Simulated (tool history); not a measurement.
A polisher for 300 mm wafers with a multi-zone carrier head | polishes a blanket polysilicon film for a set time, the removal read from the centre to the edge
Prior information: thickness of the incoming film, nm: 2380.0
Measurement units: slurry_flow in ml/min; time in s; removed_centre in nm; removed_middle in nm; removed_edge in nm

Run 1, hour 0: slurry_flow 200 ml/min, centre_zone 1, middle_zone 1, edge_zone 1, time 49 s. Result: removed_centre 357.41 nm, removed_middle 402.17 nm, removed_edge 385.89 nm.
Run 2, hour 6.7: slurry_flow 195 ml/min, centre_zone 0.99, middle_zone 0.95, edge_zone 0.97, time 45 s. Result: removed_centre 328.21 nm, removed_middle 342.45 nm, removed_edge 350.18 nm.
Run 3, hour 13.1: slurry_flow 195 ml/min, centre_zone 0.99, middle_zone 0.95, edge_zone 0.97, time 51 s. Result: removed_centre 369.44 nm, removed_middle 387.69 nm, removed_edge 394.97 nm.
Run 4, hour 18.5: slurry_flow 215 ml/min, centre_zone 0.99, middle_zone 0.95, edge_zone 0.97, time 51 s. Result: removed_centre 372.64 nm, removed_middle 395.02 nm, removed_edge 398.04 nm.
At hour 19.6: centre zone pressure recalibrated.
Run 5, hour 19.6: slurry_flow 215 ml/min, centre_zone 0.9, middle_zone 0.95, edge_zone 0.97, time 51 s. Result: removed_centre 376.42 nm, removed_middle 392.96 nm, removed_edge 395.27 nm.
Run 6, hour 22.4: slurry_flow 215 ml/min, centre_zone 0.9, middle_zone 0.95, edge_zone 0.94, time 51 s. Result: removed_centre 380.23 nm, removed_middle 385.13 nm, removed_edge 394.92 nm.
Run 7, hour 25.2: slurry_flow 200 ml/min, centre_zone 0.9, middle_zone 0.94, edge_zone 0.94, time 46 s. Result: removed_centre 340.9 nm, removed_middle 347.71 nm, removed_edge 352.27 nm.
Run 8, hour 33: slurry_flow 180 ml/min, centre_zone 0.84, middle_zone 0.84, edge_zone 0.9, time 32 s. Result: removed_centre 218.76 nm, removed_middle 221.42 nm, removed_edge 239.28 nm.
Run 9, hour 41.6: slurry_flow 205 ml/min, centre_zone 0.86, middle_zone 0.85, edge_zone 0.92, time 32 s. Result: removed_centre 227.99 nm, removed_middle 230.75 nm, removed_edge 244.8 nm.

Forecast run 10:
Run 10, hour 42.1: slurry_flow 220 ml/min, centre_zone 0.88, middle_zone 0.85, edge_zone 0.94, time 33 s. Result: removed_centre ?, removed_middle ?, removed_edge ?.

For run 10 the tool returned removed_centre 238.79 nm, removed_middle 237.14 nm, removed_edge 257.74 nm.
